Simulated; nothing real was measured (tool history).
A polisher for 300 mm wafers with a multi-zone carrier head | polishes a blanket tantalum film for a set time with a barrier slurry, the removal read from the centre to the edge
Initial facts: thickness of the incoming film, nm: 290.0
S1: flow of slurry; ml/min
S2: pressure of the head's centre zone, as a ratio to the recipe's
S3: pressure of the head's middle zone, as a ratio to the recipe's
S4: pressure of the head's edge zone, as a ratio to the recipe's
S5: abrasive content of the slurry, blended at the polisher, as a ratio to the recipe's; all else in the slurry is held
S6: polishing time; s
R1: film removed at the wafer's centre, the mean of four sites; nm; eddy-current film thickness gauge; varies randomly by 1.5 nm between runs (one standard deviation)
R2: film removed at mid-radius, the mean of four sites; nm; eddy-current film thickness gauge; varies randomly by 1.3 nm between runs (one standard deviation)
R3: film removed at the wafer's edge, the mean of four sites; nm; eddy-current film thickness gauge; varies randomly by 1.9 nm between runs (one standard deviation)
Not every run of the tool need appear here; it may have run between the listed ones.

| run | hour | S1 | S2 | S3 | S4 | S5 | S6 | R1 | R2 | R3 |
|---|---|---|---|---|---|---|---|---|---|---|
| 1 | 0 | 145 | 1 | 1 | 1 | 1 | 43 | 105.1 | 111.92 | 112.62 |
| 2 | 6.3 | 145 | 1 | 1 | 1 | 1.1 | 43 | 107.43 | 113.56 | 114.4 |
| 3 | 10.5 | 145 | 1 | 1 | 1.06 | 1.1 | 43 | 108.06 | 113.3 | 116.36 |
| 4 | 14.6 | 145 | 1 | 1 | 1.06 | 1.25 | 43 | 111.46 | 117.07 | 122.8 |
| 5 | 22.9 | 145 | 1 | 0.94 | 1.06 | 1.25 | 43 | 112.95 | 113.33 | 119.62 |
| 6 | 25.6 | 145 | 1 | 0.94 | 0.98 | 1.25 | 43 | 113.04 | 115.95 | 116.82 |
| 7 | 32.4 | 150 | 1 | 0.96 | 1 | 1.3 | 43 | 115.28 | 117.77 | 119.74 |

Run 8 comes next. What will it give?
| 8 | 37.8 | 155 | 1 | 0.98 | 1.01 | 1.35 | 43 | ? | ? | ? |

{"run 8": {"R1": 119, "R2": 121.04, "R3": 123.52}}
